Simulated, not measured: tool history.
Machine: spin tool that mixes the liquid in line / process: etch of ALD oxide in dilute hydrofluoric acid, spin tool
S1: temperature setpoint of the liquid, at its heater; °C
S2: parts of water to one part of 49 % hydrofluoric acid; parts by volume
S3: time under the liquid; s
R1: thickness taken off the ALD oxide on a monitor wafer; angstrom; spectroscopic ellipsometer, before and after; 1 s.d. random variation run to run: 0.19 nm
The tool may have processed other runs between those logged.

run 1 hour=0 | S1=22 S2=230 S3=290 | R1=360.99
run 2 hour=6.5 | S1=21 S2=230 S3=290 | R1=349.11
run 3 hour=11.4 | S1=20 S2=230 S3=290 | R1=335.86
run 4 hour=18.9 | S1=20 S2=160 S3=290 | R1=520.6
run 5 hour=20.7 | S1=19 S2=180 S3=290 | R1=434.84
run 6 hour=22.6 | S1=17.5 S2=180 S3=290 | R1=405.05
run 7 hour=27.6 | S1=17.5 S2=190 S3=290 | R1=386.73
run 8 hour=32.1 | S1=17.5 S2=200 S3=290 | R1=359.83
run 9 hour=32.9 | S1=17.5 S2=205 S3=290 | R1=351.54

Run 10 has not been measured yet. What should we expect?
run 10 hour=37.7 | S1=17.5 S2=210 S3=290 | R1=?

R1: 338.87 angstrom

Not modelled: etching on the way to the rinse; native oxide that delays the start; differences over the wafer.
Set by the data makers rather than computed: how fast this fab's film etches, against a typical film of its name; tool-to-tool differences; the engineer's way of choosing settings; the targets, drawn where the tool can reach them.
